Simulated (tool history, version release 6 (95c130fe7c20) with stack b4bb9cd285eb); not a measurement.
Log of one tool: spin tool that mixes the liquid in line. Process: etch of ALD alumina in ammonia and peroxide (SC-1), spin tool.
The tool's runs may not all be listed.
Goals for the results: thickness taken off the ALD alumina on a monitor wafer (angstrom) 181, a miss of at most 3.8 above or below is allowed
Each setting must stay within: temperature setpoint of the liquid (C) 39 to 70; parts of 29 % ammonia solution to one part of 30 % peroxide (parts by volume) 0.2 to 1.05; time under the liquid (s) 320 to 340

| run | day | temperature setpoint of the liquid (C) | parts of 29 % ammonia solution to one part of 30 % peroxide (parts by volume) | time under the liquid (s) | thickness taken off the ALD alumina on a monitor wafer (angstrom) |
|---|---|---|---|---|---|
| 1 | 0 | 55 | 0.55 | 320 | 245.64 |
| 2 | 0.167 | 55 | 0.75 | 320 | 253.76 |
| 3 | 0.333 | 55 | 0.75 | 320 | 253.12 |
| 4 | 0.608 | 55 | 0.9 | 320 | 259.38 |
| 5 | 0.879 | 53.5 | 0.9 | 320 | 239.83 |
| 6 | 1.192 | 53.5 | 0.8 | 320 | 235.73 |
| 7 | 1.338 | 52.5 | 0.8 | 320 | 224.19 |
| 8 | 1.604 | 51.5 | 0.8 | 320 | 212.6 |
| 9 | 1.938 | 51.5 | 0.8 | 320 | 212.54 |
| 10 | 2.017 | 48 | 0.8 | 320 | 175.49 |

5 candidate next runs follow, results not yet known. Just one meets every target within its allowed miss. Identify it.
| A | 2.096 | 50 | 0.7 | 320 | ? |
| B | 2.096 | 50 | 0.65 | 320 | ? |
| C | 2.096 | 48.5 | 0.9 | 320 | ? |
| D | 2.096 | 48 | 0.6 | 325 | ? |
| E | 2.096 | 48 | 0.95 | 340 | ? |

| move | thickness taken off the ALD alumina on a monitor wafer (angstrom) |
|---|---|
| A | 193.13 |
| B | 191.78 |
| C | 182.06 |
| D | 173.04 |
| E | 189.1 |
A: pushes the last run's worst result past its target
B: pushes the last run's worst result past its target
C: every result within its allowed miss
D: moves away from the targets compared with the last run
E: pushes the last run's worst result past its target
Answer: C
